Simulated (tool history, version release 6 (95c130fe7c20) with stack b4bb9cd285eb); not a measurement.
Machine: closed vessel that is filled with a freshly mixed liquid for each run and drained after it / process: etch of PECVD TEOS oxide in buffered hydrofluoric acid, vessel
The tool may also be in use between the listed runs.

| run | hour | temperature setpoint of the liquid (C) | parts of 40 % ammonium fluoride to one part of 49 % hydrofluoric acid (parts by volume) | time in the liquid (s) | thickness taken off the PECVD TEOS oxide on a monitor wafer (angstrom) |
|---|---|---|---|---|---|
| 1 | 0 | 25 | 18 | 30 | 227 |
| 2 | 6.2 | 22 | 18 | 30 | 191.68 |
| 3 | 8 | 25 | 17 | 30 | 240.73 |
| 4 | 14.3 | 27 | 16.5 | 30 | 274.58 |
| 5 | 21 | 23.5 | 16.5 | 30 | 227.35 |
| 6 | 25.7 | 26.5 | 16.5 | 30 | 270.73 |

What will run 7 give?
|  | 26.9 | thermometer replaced |
| 7 | 26.9 | 28 | 16 | 30 | ? |

{"run 7": {"thickness taken off the PECVD TEOS oxide on a monitor wafer (angstrom)": 323.38}}

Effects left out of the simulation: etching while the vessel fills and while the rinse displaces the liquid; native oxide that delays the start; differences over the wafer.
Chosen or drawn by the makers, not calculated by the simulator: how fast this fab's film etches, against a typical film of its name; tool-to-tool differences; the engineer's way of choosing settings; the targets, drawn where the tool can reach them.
